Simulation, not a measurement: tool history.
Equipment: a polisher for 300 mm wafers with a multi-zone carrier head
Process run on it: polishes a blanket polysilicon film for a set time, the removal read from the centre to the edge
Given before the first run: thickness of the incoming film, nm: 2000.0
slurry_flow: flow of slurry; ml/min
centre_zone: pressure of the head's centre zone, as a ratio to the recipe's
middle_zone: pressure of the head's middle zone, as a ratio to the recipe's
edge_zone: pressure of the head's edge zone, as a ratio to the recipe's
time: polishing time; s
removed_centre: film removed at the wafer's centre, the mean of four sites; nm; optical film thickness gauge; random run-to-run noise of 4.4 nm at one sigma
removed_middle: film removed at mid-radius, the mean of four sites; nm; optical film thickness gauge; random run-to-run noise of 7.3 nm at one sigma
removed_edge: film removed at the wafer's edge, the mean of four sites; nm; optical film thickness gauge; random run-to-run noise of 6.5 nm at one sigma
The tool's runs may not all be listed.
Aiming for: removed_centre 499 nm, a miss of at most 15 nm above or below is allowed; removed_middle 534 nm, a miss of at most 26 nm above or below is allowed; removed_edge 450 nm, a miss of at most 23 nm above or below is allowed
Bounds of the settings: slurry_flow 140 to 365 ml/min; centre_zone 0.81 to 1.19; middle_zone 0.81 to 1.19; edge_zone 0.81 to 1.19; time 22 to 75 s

run	hour	slurry_flow	centre_zone	middle_zone	edge_zone	time	removed_centre	removed_middle	removed_edge
1	0	235	1	1	1	48	399.97	395.97	373.05
2	4.7	235	1	1	0.92	48	395.34	394.41	363.5
3	7.4	240	1.01	1.04	0.95	51	426.56	431.98	395.18
4	14.8	250	1.03	1.08	0.95	52	447.6	450.68	405.3
5	18.1	250	1.03	1.08	0.99	52	446.26	466.88	407.68
6	25.1	250	1.03	1.05	0.99	52	438.47	446.72	411.92
7	32.3	250	1.04	1.09	0.99	53	451.29	469.62	408.51
8	39.7	265	1.05	1.1	1	54	472.2	484.86	435.56

Consider the 4 candidate settings below. Which is the only one whose results all fall within their allowed miss of target?
A	47.1	285	1.01	1.13	0.97	54	?	?	?
B	47.1	350	1.08	0.96	1.01	54	?	?	?
C	47.1	235	1.05	1.14	1	58	?	?	?
D	47.1	320	1.01	0.9	1.09	51	?	?	?

move	removed_centre	removed_middle	removed_edge
A	460.23	505.36	423.13
B	498.42	448.67	439.07
C	498.33	534.14	452.99
D	439.66	398.36	428.26
A: lands further from the targets than the last run did
B: lands further from the targets than the last run did
C: each result inside its tolerance
D: lands further from the targets than the last run did
So the answer is move C, the one that meets all the targets.
